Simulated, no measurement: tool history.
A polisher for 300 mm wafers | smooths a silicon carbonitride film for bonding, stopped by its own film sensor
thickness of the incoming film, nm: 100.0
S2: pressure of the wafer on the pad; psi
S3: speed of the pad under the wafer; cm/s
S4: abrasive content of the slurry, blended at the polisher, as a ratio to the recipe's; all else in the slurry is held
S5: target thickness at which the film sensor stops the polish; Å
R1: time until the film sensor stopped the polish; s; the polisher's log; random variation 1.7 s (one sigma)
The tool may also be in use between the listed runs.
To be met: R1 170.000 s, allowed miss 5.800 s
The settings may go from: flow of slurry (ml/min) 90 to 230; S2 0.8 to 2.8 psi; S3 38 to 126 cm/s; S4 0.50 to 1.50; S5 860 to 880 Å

run 1 hour=0.0 | flow_of_slurry_(ml/min)=150 S2=1.8 S3=82 S4=1.00 S5=860 | R1=84.825
run 2 hour=2.9 | flow_of_slurry_(ml/min)=150 S2=1.8 S3=82 S4=1.00 S5=880 | R1=71.565
run 3 hour=8.9 | flow_of_slurry_(ml/min)=150 S2=1.8 S3=82 S4=1.00 S5=860 | R1=84.521
run 4 hour=9.6 | flow_of_slurry_(ml/min)=145 S2=1.5 S3=78 S4=1.00 S5=860 | R1=103.770
run 5 hour=17.8 | flow_of_slurry_(ml/min)=140 S2=1.3 S3=76 S4=1.00 S5=860 | R1=123.120
run 6 hour=20.5 | flow_of_slurry_(ml/min)=135 S2=1.2 S3=76 S4=1.00 S5=860 | R1=133.160
run 7 hour=25.4 | flow_of_slurry_(ml/min)=130 S2=1.1 S3=76 S4=1.00 S5=860 | R1=147.420
run 8 hour=27.9 | flow_of_slurry_(ml/min)=120 S2=1.1 S3=76 S4=1.00 S5=860 | R1=149.360
run 9 hour=34.5 | flow_of_slurry_(ml/min)=110 S2=0.9 S3=76 S4=1.00 S5=860 | R1=180.890
run 10 hour=42.6 | flow_of_slurry_(ml/min)=115 S2=0.9 S3=76 S4=1.00 S5=860 | R1=179.900
run 11 hour=49.8 | flow_of_slurry_(ml/min)=120 S2=0.9 S3=76 S4=1.00 S5=860 | R1=179.430
run 12 hour=51.1 | flow_of_slurry_(ml/min)=125 S2=0.9 S3=76 S4=1.00 S5=860 | R1=177.170

4 next moves are on the table. One of them brings every result within its allowed miss. Which?
run A hour=52.4 | flow_of_slurry_(ml/min)=110 S2=1.0 S3=74 S4=0.70 S5=880 | R1=?
run B hour=52.4 | flow_of_slurry_(ml/min)=115 S2=0.9 S3=70 S4=1.05 S5=860 | R1=?
run C hour=52.4 | flow_of_slurry_(ml/min)=110 S2=0.8 S3=84 S4=1.05 S5=880 | R1=?
run D hour=52.4 | flow_of_slurry_(ml/min)=120 S2=0.8 S3=68 S4=1.35 S5=860 | R1=?

move=A R1=169.230
move=B R1=186.640
move=C R1=158.820
move=D R1=191.230
A: meets every target
B: further off than the last run
C: takes the result that was furthest off past its target
D: further off than the last run
Move A is the one to make.
